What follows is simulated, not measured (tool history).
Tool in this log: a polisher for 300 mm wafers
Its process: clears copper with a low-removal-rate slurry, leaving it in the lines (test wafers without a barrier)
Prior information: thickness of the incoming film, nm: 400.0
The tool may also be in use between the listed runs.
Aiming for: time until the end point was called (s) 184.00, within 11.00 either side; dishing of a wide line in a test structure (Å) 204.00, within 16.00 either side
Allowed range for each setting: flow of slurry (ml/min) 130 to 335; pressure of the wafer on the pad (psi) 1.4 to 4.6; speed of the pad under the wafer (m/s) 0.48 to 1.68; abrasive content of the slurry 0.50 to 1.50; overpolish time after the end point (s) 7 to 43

run	day	flow of slurry (ml/min)	pressure of the wafer on the pad (psi)	speed of the pad under the wafer (m/s)	abrasive content of the slurry	overpolish time after the end point (s)	time until the end point was called (s)	dishing of a wide line in a test structure (Å)
1	0.000	215	3.0	1.08	1.00	22	146.95	282.77
2	0.308	215	3.0	1.08	0.85	22	154.11	285.42
3	0.392	215	2.9	1.08	0.85	20	160.53	253.50
4	0.621	215	2.9	1.32	0.85	20	134.45	299.46
5	0.892	215	2.8	1.30	0.85	19	137.30	276.03
6	1.146	215	2.6	1.30	0.85	19	146.07	265.49
7	1.238	215	2.5	1.30	0.85	19	148.85	246.32
8	1.479	215	2.4	1.30	0.85	19	156.42	259.51
9	1.746	215	2.3	1.30	0.85	18	163.15	252.01
10	1.988	215	2.3	1.30	0.85	17	158.44	232.27
11	2.096	215	2.2	1.30	0.85	17	169.33	224.12
12	2.362	215	2.1	1.30	0.85	16	172.33	205.57

4 next moves are on the table. One of them brings every result within its allowed miss. Which?
A	2.629	240	1.9	1.12	0.85	14	?	?
B	2.629	215	2.1	1.26	0.75	16	?	?
C	2.629	225	2.1	1.30	0.65	22	?	?
D	2.629	195	1.7	1.24	0.75	16	?	?

move	time until the end point was called (s)	dishing of a wide line in a test structure (Å)
A	211.80	162.21
B	183.88	199.03
C	185.76	243.99
D	222.07	172.74
A: carries the result that was furthest off beyond its target, to the other side
B: every result within its allowed miss
C: corrects the largest miss of the last run, while another result sits out of spec
D: carries the result that was furthest off beyond its target, to the other side
B meets every target.

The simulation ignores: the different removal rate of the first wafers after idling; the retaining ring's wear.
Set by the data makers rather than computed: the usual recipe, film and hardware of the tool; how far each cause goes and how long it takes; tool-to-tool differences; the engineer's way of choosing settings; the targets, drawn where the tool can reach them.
